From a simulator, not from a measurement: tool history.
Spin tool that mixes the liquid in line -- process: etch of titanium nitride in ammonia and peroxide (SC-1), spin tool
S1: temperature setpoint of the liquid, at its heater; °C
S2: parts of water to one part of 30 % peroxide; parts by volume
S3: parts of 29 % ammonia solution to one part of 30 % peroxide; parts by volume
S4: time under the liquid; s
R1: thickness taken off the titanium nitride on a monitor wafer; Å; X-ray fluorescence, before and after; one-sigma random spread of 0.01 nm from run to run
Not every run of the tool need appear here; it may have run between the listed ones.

| run | hour | S1 | S2 | S3 | S4 | R1 |
|---|---|---|---|---|---|---|
| 1 | 0 | 49 | 22 | 0.9 | 40 | 27.983 |
| 2 | 5.2 | 49 | 22 | 0.6 | 40 | 25.962 |
| 3 | 13.8 | 47.5 | 22 | 0.6 | 40 | 23.374 |
| 4 | 21.7 | 46 | 22 | 0.6 | 40 | 21.067 |
|  | 30.4 | ammonia flow meter replaced |
| 5 | 30.4 | 43 | 22 | 0.6 | 40 | 17.433 |
| 6 | 35.1 | 42.5 | 22 | 0.6 | 40 | 16.727 |
| 7 | 40.5 | 42 | 22 | 0.6 | 40 | 16.092 |

What does the tool deliver on the next run?
| 8 | 42.1 | 41.5 | 22 | 0.6 | 40 | ? |

R1: 15.507 Å
